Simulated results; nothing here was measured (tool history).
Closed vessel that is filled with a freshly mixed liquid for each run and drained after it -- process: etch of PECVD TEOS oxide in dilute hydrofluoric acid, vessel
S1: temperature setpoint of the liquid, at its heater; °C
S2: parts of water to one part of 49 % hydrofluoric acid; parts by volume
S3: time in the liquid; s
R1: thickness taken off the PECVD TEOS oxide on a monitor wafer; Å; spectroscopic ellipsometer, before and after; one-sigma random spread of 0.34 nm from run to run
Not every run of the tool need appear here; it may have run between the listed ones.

Run 1, hour 0: S1 24 °C, S2 50 parts by volume, S3 95 s. Result: R1 588.44 Å.
Run 2, hour 2.4: S1 24 °C, S2 45 parts by volume, S3 95 s. Result: R1 653.74 Å.
Run 3, hour 3.4: S1 23 °C, S2 45 parts by volume, S3 95 s. Result: R1 620.31 Å.
Run 4, hour 11: S1 22 °C, S2 45 parts by volume, S3 95 s. Result: R1 606.91 Å.
Run 5, hour 12: S1 21 °C, S2 45 parts by volume, S3 95 s. Result: R1 580.73 Å.
Run 6, hour 12.8: S1 21 °C, S2 55 parts by volume, S3 95 s. Result: R1 467.99 Å.
Run 7, hour 16.1: S1 21.5 °C, S2 55 parts by volume, S3 95 s. Result: R1 475.59 Å.

What will run 8 give?
Run 8, hour 23.6: S1 22 °C, S2 55 parts by volume, S3 95 s. Result: R1 ?.

R1: 493.9 Å
